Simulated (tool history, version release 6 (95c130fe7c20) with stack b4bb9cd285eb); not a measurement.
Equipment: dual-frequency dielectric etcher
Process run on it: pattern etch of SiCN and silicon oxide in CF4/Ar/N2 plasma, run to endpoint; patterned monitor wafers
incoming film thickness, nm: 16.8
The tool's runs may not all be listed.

Run 1, hour 0.0: source power (W) 460, bias power (W) 50, Ar flow (sccm) 96, CF4 flow (sccm) 83. Result: endpoint time (s) 20.817.
Run 2, hour 7.6: source power (W) 430, bias power (W) 50, Ar flow (sccm) 96, CF4 flow (sccm) 83. Result: endpoint time (s) 22.225.
Run 3, hour 13.3: source power (W) 400, bias power (W) 50, Ar flow (sccm) 96, CF4 flow (sccm) 83. Result: endpoint time (s) 23.793.
Run 4, hour 15.3: source power (W) 400, bias power (W) 50, Ar flow (sccm) 96, CF4 flow (sccm) 96. Result: endpoint time (s) 23.485.
Run 5, hour 22.2: source power (W) 400, bias power (W) 50, Ar flow (sccm) 96, CF4 flow (sccm) 103. Result: endpoint time (s) 23.053.
Run 6, hour 29.5: source power (W) 380, bias power (W) 50, Ar flow (sccm) 96, CF4 flow (sccm) 103. Result: endpoint time (s) 24.438.

Run 7 comes next. What will it give?
Run 7, hour 38.3: source power (W) 370, bias power (W) 50, Ar flow (sccm) 96, CF4 flow (sccm) 103. Result: endpoint time (s) ?.

{"run 7": {"endpoint time (s)": 25.063}}

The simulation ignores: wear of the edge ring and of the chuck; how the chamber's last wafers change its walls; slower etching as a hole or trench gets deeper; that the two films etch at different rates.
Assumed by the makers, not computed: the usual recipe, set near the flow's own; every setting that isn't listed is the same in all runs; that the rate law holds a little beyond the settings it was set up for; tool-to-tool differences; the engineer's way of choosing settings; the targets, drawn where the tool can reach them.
